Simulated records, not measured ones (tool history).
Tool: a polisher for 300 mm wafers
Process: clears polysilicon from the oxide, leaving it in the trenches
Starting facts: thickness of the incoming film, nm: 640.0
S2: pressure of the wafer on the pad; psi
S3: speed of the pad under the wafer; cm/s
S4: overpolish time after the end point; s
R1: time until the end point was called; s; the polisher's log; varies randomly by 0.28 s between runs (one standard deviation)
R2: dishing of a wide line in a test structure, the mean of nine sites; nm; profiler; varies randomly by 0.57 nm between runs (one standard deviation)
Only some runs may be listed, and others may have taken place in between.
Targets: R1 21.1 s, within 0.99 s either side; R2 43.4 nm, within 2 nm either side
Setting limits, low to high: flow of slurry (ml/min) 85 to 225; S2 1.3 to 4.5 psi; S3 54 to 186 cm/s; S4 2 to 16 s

Run 1, day 0: flow of slurry (ml/min) 145, S2 2.9 psi, S3 118 cm/s, S4 8 s. Result: R1 34.649 s, R2 49.248 nm.
Run 2, day 0.196: flow of slurry (ml/min) 145, S2 3.2 psi, S3 118 cm/s, S4 7 s. Result: R1 31.475 s, R2 49.039 nm.
Run 3, day 0.233: flow of slurry (ml/min) 115, S2 3.2 psi, S3 118 cm/s, S4 7 s. Result: R1 33.281 s, R2 48.555 nm.
Run 4, day 0.604: flow of slurry (ml/min) 125, S2 3.4 psi, S3 120 cm/s, S4 6 s. Result: R1 29.803 s, R2 47.696 nm.
Run 5, day 0.942: flow of slurry (ml/min) 95, S2 3.4 psi, S3 120 cm/s, S4 6 s. Result: R1 32.242 s, R2 46.28 nm.
Run 6, day 1.083: flow of slurry (ml/min) 95, S2 3.6 psi, S3 122 cm/s, S4 5 s. Result: R1 30.5 s, R2 44.835 nm.
Run 7, day 1.158: flow of slurry (ml/min) 105, S2 3.8 psi, S3 122 cm/s, S4 4 s. Result: R1 27.534 s, R2 44.302 nm.
Run 8, day 1.492: flow of slurry (ml/min) 115, S2 3.9 psi, S3 122 cm/s, S4 4 s. Result: R1 26.457 s, R2 44.582 nm.
Run 9, day 1.562: flow of slurry (ml/min) 120, S2 4 psi, S3 122 cm/s, S4 4 s. Result: R1 25.501 s, R2 45.521 nm.
Run 10, day 1.675: flow of slurry (ml/min) 115, S2 4.1 psi, S3 124 cm/s, S4 4 s. Result: R1 24.804 s, R2 44.532 nm.
Run 11, day 2: flow of slurry (ml/min) 120, S2 4.2 psi, S3 124 cm/s, S4 4 s. Result: R1 23.946 s, R2 45.49 nm.
Run 12, day 2.025: flow of slurry (ml/min) 85, S2 4.5 psi, S3 136 cm/s, S4 2 s. Result: R1 23.171 s, R2 34.517 nm.
Run 13, day 2.388: flow of slurry (ml/min) 95, S2 4.5 psi, S3 136 cm/s, S4 2 s. Result: R1 21.701 s, R2 36.017 nm.

Which single option among these 5 for the next run brings every result within its allowed miss of target? Just one does.
Run A, day 2.75: flow of slurry (ml/min) 85, S2 4.3 psi, S3 142 cm/s, S4 5 s. Result: R1 ?, R2 ?.
Run B, day 2.75: flow of slurry (ml/min) 145, S2 4.5 psi, S3 108 cm/s, S4 7 s. Result: R1 ?, R2 ?.
Run C, day 2.75: flow of slurry (ml/min) 105, S2 4.1 psi, S3 152 cm/s, S4 4 s. Result: R1 ?, R2 ?.
Run D, day 2.75: flow of slurry (ml/min) 120, S2 4.4 psi, S3 136 cm/s, S4 3 s. Result: R1 ?, R2 ?.
Run E, day 2.75: flow of slurry (ml/min) 125, S2 4.4 psi, S3 144 cm/s, S4 4 s. Result: R1 ?, R2 ?.

move      R1      R2
   A  22.427   48.75
   B  24.238   50.49
   C  20.553  47.422
   D  20.644  43.603
   E  19.338  48.054
A: moves the result that the last run missed by most past its target, out the other side
B: moves the result that the last run missed by most past its target, out the other side
C: moves the result that the last run missed by most past its target, out the other side
D: all results in spec
E: moves the result that the last run missed by most past its target, out the other side
Go with D: it meets all targets.

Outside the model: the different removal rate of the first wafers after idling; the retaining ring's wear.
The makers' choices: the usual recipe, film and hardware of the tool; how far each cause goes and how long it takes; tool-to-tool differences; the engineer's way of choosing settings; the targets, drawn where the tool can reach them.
